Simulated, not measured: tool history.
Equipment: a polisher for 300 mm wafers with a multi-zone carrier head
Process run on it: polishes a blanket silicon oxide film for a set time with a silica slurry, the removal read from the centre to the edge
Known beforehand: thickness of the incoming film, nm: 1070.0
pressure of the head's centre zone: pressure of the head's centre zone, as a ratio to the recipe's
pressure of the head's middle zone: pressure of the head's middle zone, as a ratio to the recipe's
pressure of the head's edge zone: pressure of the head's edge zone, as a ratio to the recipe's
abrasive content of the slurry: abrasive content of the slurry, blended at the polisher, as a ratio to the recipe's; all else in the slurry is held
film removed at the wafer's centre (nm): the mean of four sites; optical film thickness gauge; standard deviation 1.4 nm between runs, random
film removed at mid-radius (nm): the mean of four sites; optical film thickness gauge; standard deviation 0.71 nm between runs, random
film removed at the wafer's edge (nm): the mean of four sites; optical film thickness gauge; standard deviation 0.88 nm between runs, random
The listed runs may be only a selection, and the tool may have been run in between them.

run  hour  flow of slurry (ml/min)  pressure of the head's centre zone  pressure of the head's middle zone  pressure of the head's edge zone  abrasive content of the slurry  polishing time (s)  film removed at the wafer's centre (nm)  film removed at mid-radius (nm)  film removed at the wafer's edge (nm)
  1     0                      280                                   1                                   1                                 1                               1                  40                                   103.14                           102.02                                 101.82
  2   0.5                      275                                   1                                0.98                              0.99                               1                  40                                    101.3                           99.141                                 102.51
  3   8.2                      275                                   1                                0.98                              0.99                               1                  35                                   90.925                           87.904                                 88.114
  4  13.7                      275                                   1                                0.97                                 1                               1                  35                                   87.595                           87.457                                 89.174
  5  14.9                      275                                   1                                0.97                              1.04                               1                  35                                     89.5                           87.598                                 90.992
  6  21.8                      275                                1.01                                0.97                              1.05                               1                  35                                   89.749                           87.313                                 92.135
  7  29.8                      275                                1.02                                0.97                              1.05                               1                  35                                   91.602                           87.507                                 90.805

Run 8, settings as shown, results not yet in. Your forecast:
  8  31.5                      275                                1.02                                0.96                              1.06                               1                  35                                        ?                                ?                                      ?

Run 8 produced film removed at the wafer's centre (nm) 90.993, film removed at mid-radius (nm) 84.441, film removed at the wafer's edge (nm) 91.423.
